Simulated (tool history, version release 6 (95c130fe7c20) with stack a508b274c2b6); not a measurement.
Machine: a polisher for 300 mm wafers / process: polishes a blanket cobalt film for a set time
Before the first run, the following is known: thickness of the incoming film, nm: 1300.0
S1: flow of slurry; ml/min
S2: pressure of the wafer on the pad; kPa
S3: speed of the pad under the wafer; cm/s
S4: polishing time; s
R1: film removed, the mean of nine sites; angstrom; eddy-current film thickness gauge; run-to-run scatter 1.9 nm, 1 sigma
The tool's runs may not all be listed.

run  hour   S1    S2  S3  S4      R1
  1     0  285  13.1  80  83  3167.9
  2   5.7  280  12.4  80  83  2959.3
  3  13.9  275  12.4  80  83    3000
  4  21.9  275   9.7  80  83  2356.1
  5  23.4  275   9.7  66  83  1940.7
  6  29.8  280  10.3  66  83    2079
  7  33.7  285    11  66  83  2185.5
  8  40.2  285  11.7  66  83  2329.9

Predict the results of run 9:
  9  42.9  305  14.5  66  83   ?

{"run 9": {"R1": 2894.7}}
